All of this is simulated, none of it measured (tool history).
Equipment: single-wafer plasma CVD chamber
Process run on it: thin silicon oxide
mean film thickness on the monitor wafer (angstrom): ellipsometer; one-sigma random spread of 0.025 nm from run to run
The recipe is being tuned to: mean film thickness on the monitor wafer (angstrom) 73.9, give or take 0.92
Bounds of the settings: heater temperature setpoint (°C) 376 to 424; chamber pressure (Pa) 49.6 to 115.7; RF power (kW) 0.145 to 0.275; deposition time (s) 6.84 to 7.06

| run | hour | heater temperature setpoint (°C) | chamber pressure (Pa) | RF power (kW) | deposition time (s) | mean film thickness on the monitor wafer (angstrom) |
|---|---|---|---|---|---|---|
| 1 | 0 | 400 | 82.7 | 0.21 | 6.84 | 80.777 |
| 2 | 8.7 | 407 | 82.7 | 0.21 | 6.84 | 80.891 |
| 3 | 11 | 407 | 81.7 | 0.21 | 6.84 | 78.912 |
| 4 | 19.2 | 407 | 81.2 | 0.21 | 6.84 | 79.091 |
| 5 | 24.6 | 397 | 81.2 | 0.21 | 6.84 | 79.27 |
| 6 | 26.4 | 397 | 80.5 | 0.21 | 6.84 | 79.382 |
| 7 | 31.3 | 398 | 79.9 | 0.21 | 6.84 | 78.136 |
| 8 | 35.3 | 398 | 79.3 | 0.21 | 6.84 | 78.19 |
| 9 | 43 | 398 | 74.1 | 0.21 | 6.84 | 72.651 |
| 10 | 43.8 | 398 | 74.3 | 0.21 | 6.84 | 73.004 |

Which one of the following 5 next-run settings gets every result inside its allowed miss? There is exactly one.
| A | 44.6 | 402 | 74.3 | 0.2 | 6.84 | ? |
| B | 44.6 | 397 | 74.1 | 0.195 | 6.93 | ? |
| C | 44.6 | 401 | 71.6 | 0.22 | 7.06 | ? |
| D | 44.6 | 407 | 73.6 | 0.2 | 6.84 | ? |
| E | 44.6 | 384 | 76.7 | 0.175 | 6.84 | ? |

| move | mean film thickness on the monitor wafer (angstrom) |
|---|---|
| A | 71.48 |
| B | 71.925 |
| C | 73.553 |
| D | 70.6 |
| E | 71.479 |
A: the biggest miss grows against the last run
B: the biggest miss grows against the last run
C: in spec on every target
D: the biggest miss grows against the last run
E: the biggest miss grows against the last run
Correct choice: C, which meets every target
